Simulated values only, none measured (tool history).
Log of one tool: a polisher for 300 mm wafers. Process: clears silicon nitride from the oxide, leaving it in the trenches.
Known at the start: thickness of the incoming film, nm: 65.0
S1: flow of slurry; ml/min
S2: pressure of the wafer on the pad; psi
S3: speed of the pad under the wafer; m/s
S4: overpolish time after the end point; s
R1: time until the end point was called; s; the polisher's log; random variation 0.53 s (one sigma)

| run | hour | S1 | S2 | S3 | S4 | R1 |
|---|---|---|---|---|---|---|
| 1 | 0 | 205 | 2.1 | 1.2 | 12 | 65.993 |
| 2 | 7.1 | 205 | 2.1 | 1.06 | 12 | 74.018 |
| 3 | 12.2 | 205 | 1.7 | 1.06 | 12 | 91.906 |
| 4 | 17.2 | 205 | 1.9 | 1.06 | 12 | 83.702 |
| 5 | 19.3 | 205 | 1.5 | 1.06 | 12 | 103.7 |
| 6 | 26.5 | 205 | 1.5 | 0.78 | 12 | 136.29 |
| 7 | 30.7 | 215 | 2.1 | 1.06 | 12 | 73.916 |

The next listed run, before its measurement:
| 8 | 32.5 | 215 | 2.2 | 1.06 | 12 | ? |

Run 8 gave R1 69.821 s.
